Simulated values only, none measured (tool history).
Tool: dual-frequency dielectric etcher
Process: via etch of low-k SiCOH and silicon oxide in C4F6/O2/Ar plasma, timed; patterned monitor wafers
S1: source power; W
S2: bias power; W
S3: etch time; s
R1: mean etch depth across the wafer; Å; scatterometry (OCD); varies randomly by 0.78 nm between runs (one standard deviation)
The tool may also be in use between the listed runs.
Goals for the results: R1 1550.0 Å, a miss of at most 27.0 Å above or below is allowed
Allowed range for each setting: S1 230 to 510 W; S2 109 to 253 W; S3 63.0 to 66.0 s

run  hour   S1   S2    S3      R1
  1   0.0  370  181  63.0  1799.4
  2   7.0  370  210  63.0  1885.4
  3  13.9  370  210  66.0  1962.5
  4  16.2  340  194  65.5  1859.4
  5  24.7  310  182  65.0  1798.1
  6  25.5  290  166  64.5  1708.6
     30.0  -- wet clean of the chamber
  7  30.0  280  157  64.0  1717.2
  8  35.7  270  144  63.5  1649.0
  9  43.9  260  136  63.5  1612.7
 10  45.2  250  132  63.5  1593.7

Consider the 4 candidate settings below. Which is the only one whose results all fall within their allowed miss of target?
  A  46.5  260  133  63.5   ?
  B  46.5  230  109  63.0   ?
  C  46.5  230  118  63.0   ?
  D  46.5  230  110  65.5   ?

move      R1
   A  1607.5
   B  1481.4
   C  1507.0
   D  1543.1
A: lands further from the targets than the last run did
B: the result that was furthest off in the last run now lies on the other side of its target
C: the result that was furthest off in the last run now lies on the other side of its target
D: meets every target
The move that meets every target is D.
